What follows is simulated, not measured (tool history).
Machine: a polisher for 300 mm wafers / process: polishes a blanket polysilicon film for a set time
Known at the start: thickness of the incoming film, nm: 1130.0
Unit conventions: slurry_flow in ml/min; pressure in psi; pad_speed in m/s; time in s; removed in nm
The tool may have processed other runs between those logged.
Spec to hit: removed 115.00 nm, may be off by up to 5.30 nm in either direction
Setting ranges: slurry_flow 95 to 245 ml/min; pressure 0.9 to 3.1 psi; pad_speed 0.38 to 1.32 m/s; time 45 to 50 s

run	hour	slurry_flow	pressure	pad_speed	time	removed
1	0.0	155	2.0	0.84	50	309.71
2	4.7	130	2.0	0.84	50	304.68
3	6.1	130	1.8	0.78	50	253.37
4	12.9	130	1.6	0.74	50	214.40
5	16.0	130	1.6	0.74	45	188.06
6	23.1	130	1.6	0.92	45	237.88
7	25.5	130	1.6	0.92	45	236.98
8	29.4	130	1.5	0.88	45	218.59
9	37.4	130	1.4	0.84	45	189.70
10	44.9	130	1.3	0.82	45	176.86
11	46.1	130	1.3	0.82	45	174.10
12	52.0	130	1.2	0.80	45	158.26
13	57.0	130	1.2	0.80	45	158.50
14	61.0	130	1.1	0.78	45	143.68
15	68.7	130	1.1	0.76	45	139.23
16	72.4	130	1.0	0.74	45	122.17

Which of these 5 next moves meets every target?
A	76.1	150	1.1	0.74	45	?
B	76.1	130	0.9	0.88	46	?
C	76.1	110	0.9	0.88	47	?
D	76.1	150	1.0	0.60	50	?
E	76.1	110	1.1	0.74	45	?

move	removed
A	135.84
B	133.77
C	134.03
D	112.73
E	131.05
A: misses by more than the last run did
B: misses by more than the last run did
C: misses by more than the last run did
D: in spec on every target
E: misses by more than the last run did
Go with D: it meets all targets.
